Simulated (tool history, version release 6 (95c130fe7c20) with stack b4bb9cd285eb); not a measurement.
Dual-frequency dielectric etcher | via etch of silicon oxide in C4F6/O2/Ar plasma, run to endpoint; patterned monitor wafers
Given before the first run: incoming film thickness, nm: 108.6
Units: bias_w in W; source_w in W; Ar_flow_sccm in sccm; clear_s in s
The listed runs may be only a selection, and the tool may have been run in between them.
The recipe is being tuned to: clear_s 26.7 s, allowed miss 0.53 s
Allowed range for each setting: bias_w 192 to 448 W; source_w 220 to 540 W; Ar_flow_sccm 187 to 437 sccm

run	hour	bias_w	source_w	Ar_flow_sccm	clear_s
1	0	320	380	312	32.103
2	6.1	343	390	309	31.015
3	11.9	362	400	307	30.386
4	20.2	362	400	278	29.579
5	25	376	410	277	28.775
6	30.7	388	410	277	28.453
7	38.7	398	410	277	28.03
8	43.1	405	410	277	28.223
9	47.6	411	420	276	27.683
10	49.1	411	420	276	27.623
11	58	417	420	276	27.756

4 next moves are on the table. One of them brings every result within its allowed miss. Which?
A	66.9	391	410	303	?
B	66.9	434	390	266	?
C	66.9	428	450	285	?
D	66.9	413	390	305	?

move	clear_s
A	28.666
B	27.536
C	26.387
D	28.716
A: the biggest miss grows against the last run
B: nearer than the last run, and not there yet
C: hits every target within its allowed miss
D: the biggest miss grows against the last run
Correct choice: C, which meets every target

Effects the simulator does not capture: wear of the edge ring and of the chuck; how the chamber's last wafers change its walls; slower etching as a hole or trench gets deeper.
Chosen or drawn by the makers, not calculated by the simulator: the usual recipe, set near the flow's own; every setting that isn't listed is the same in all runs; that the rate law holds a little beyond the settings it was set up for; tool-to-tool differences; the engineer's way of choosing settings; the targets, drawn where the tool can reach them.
